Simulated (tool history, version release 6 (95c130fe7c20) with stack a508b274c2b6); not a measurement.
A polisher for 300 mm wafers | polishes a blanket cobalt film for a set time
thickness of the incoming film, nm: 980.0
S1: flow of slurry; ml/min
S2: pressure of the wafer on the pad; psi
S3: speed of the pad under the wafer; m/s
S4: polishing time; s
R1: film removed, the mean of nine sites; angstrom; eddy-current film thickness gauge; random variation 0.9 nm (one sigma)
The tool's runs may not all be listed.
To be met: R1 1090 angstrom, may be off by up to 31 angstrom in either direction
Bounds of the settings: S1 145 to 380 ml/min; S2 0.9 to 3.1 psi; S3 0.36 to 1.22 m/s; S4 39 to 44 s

| run | hour | S1 | S2 | S3 | S4 | R1 |
|---|---|---|---|---|---|---|
| 1 | 0 | 245 | 2 | 0.78 | 44 | 1740.4 |
| 2 | 2.7 | 185 | 2 | 0.78 | 44 | 1643.4 |
| 3 | 10.8 | 185 | 1.6 | 0.78 | 44 | 1335.6 |
| 4 | 18.8 | 180 | 1.5 | 0.78 | 44 | 1258.2 |
| 5 | 25.4 | 180 | 1.5 | 0.96 | 44 | 1482.5 |
| 6 | 27.2 | 145 | 1.5 | 0.96 | 44 | 1433.9 |
| 7 | 31.9 | 145 | 1.4 | 0.96 | 44 | 1338.8 |
| 8 | 39.5 | 145 | 1.3 | 0.96 | 44 | 1234.6 |
| 9 | 42.2 | 145 | 1.2 | 0.96 | 44 | 1136 |
| 10 | 46.8 | 145 | 1.1 | 0.96 | 44 | 1046.8 |
| 11 | 51.6 | 155 | 1.2 | 0.96 | 44 | 1149.2 |

4 next moves are on the table. One of them brings every result within its allowed miss. Which?
| A | 56.4 | 170 | 1.2 | 1 | 43 | ? |
| B | 56.4 | 145 | 1.3 | 0.96 | 39 | ? |
| C | 56.4 | 195 | 1.4 | 0.9 | 41 | ? |
| D | 56.4 | 145 | 1.4 | 0.96 | 43 | ? |

| move | R1 |
|---|---|
| A | 1198.5 |
| B | 1100.4 |
| C | 1249.7 |
| D | 1302.4 |
A: lands further from the targets than the last run did
B: each result inside its tolerance
C: lands further from the targets than the last run did
D: lands further from the targets than the last run did
Move B is the one to make.

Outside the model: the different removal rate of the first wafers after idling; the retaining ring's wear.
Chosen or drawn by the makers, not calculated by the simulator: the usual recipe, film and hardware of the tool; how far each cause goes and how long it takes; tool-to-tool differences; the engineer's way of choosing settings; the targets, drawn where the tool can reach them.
